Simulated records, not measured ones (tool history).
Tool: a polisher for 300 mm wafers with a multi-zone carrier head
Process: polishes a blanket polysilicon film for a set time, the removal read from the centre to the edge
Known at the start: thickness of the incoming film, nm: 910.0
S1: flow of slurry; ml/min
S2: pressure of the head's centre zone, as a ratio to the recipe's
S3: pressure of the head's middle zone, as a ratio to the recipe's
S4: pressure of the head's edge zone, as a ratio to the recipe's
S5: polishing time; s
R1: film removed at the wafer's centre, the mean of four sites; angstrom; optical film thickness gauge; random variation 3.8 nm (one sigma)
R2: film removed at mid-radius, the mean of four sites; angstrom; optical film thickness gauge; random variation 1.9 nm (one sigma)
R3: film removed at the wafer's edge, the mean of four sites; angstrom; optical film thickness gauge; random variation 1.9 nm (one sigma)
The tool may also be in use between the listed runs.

run,day,S1,S2,S3,S4,S5,R1,R2,R3
1,0.000,205,1.00,1.00,1.00,43,3739.9,3872.7,3798.2
2,0.096,205,1.08,1.00,1.00,43,4117.5,3839.3,3797.2
3,0.304,205,1.08,0.94,1.00,43,4114.7,3635.9,3747.4
4,0.479,185,1.08,0.94,1.00,43,4058.9,3579.1,3641.8
5,0.525,175,1.05,0.92,0.97,41,3674.7,3342.8,3454.3
6,0.704,175,1.05,0.92,1.02,41,3739.1,3327.6,3492.7
7,0.958,165,1.05,0.92,0.99,39,3516.6,3134.1,3281.1
8,1.133,160,1.05,0.93,0.96,37,3373.6,2965.8,3097.5
9,1.438,155,1.04,0.95,0.94,36,3202.7,2942.8,2943.6

The next listed run, before its measurement:
10,1.558,150,1.03,0.95,0.92,35,?,?,?

{"run 10": {"R1": 3130.8, "R2": 2837.8, "R3": 2825.3}}

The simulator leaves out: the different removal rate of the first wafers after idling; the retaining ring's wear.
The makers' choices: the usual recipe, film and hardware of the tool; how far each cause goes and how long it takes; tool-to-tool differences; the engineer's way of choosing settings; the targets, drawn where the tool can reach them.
